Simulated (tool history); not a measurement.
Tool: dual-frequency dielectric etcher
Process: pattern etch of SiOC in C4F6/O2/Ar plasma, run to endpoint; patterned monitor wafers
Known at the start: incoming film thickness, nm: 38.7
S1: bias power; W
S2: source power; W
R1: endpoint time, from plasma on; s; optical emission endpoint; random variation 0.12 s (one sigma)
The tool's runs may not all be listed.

Run 1, hour 0.0: S1 643 W, S2 410 W. Result: R1 11.781 s.
Run 2, hour 3.2: S1 604 W, S2 400 W. Result: R1 11.987 s.
Run 3, hour 6.9: S1 604 W, S2 450 W. Result: R1 11.412 s.
Run 4, hour 10.9: S1 604 W, S2 510 W. Result: R1 10.965 s.
Run 5, hour 18.1: S1 561 W, S2 480 W. Result: R1 11.422 s.
Run 6, hour 18.8: S1 465 W, S2 480 W. Result: R1 12.034 s.
Run 7, hour 22.4: S1 449 W, S2 450 W. Result: R1 12.459 s.
Run 8, hour 29.0: S1 436 W, S2 430 W. Result: R1 12.864 s.

Run 9 comes next. What will it give?
Run 9, hour 36.3: S1 426 W, S2 420 W. Result: R1 ?.

Run 9 gave R1 13.037 s.
